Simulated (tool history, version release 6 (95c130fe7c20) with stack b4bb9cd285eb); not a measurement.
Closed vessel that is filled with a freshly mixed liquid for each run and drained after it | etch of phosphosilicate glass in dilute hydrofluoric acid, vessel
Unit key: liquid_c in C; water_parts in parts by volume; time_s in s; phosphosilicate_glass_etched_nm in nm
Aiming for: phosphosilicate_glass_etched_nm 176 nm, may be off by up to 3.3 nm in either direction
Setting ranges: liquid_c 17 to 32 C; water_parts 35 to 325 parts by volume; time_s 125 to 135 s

| run | hour | liquid_c | water_parts | time_s | phosphosilicate_glass_etched_nm |
|---|---|---|---|---|---|
| 1 | 0 | 24 | 180 | 125 | 57.638 |
| 2 | 2.9 | 21 | 180 | 125 | 51.316 |
| 3 | 4.3 | 19 | 180 | 125 | 47.769 |
| 4 | 12.8 | 20.5 | 165 | 125 | 55.605 |
| 5 | 16.8 | 24 | 165 | 125 | 64.287 |
| 6 | 24.3 | 25 | 155 | 125 | 70.85 |
| 7 | 26.8 | 25.5 | 145 | 125 | 78.27 |
| 8 | 30.9 | 26 | 135 | 125 | 86.335 |
|  | 36 | hydrofluoric acid flow meter replaced |
| 9 | 36 | 26 | 135 | 125 | 78.226 |
| 10 | 42.2 | 30 | 65 | 125 | 210.31 |
| 11 | 46.3 | 29.5 | 65 | 125 | 205.48 |
| 12 | 51.9 | 29 | 65 | 125 | 201.1 |
| 13 | 54.4 | 28.5 | 65 | 125 | 199.53 |
| 14 | 61.8 | 28 | 65 | 125 | 194.03 |

Exactly one of the 4 candidate moves below puts every result within its allowed miss. Which one?
| A | 69.2 | 27 | 75 | 130 | ? |
| B | 69.2 | 30.5 | 80 | 125 | ? |
| C | 69.2 | 28 | 75 | 125 | ? |
| D | 69.2 | 22.5 | 60 | 130 | ? |

| move | phosphosilicate_glass_etched_nm |
|---|---|
| A | 165.89 |
| B | 169.99 |
| C | 165.88 |
| D | 176.39 |
A: takes the result that was furthest off past its target
B: takes the result that was furthest off past its target
C: takes the result that was furthest off past its target
D: all results land within tolerance of their targets
The right move is D.
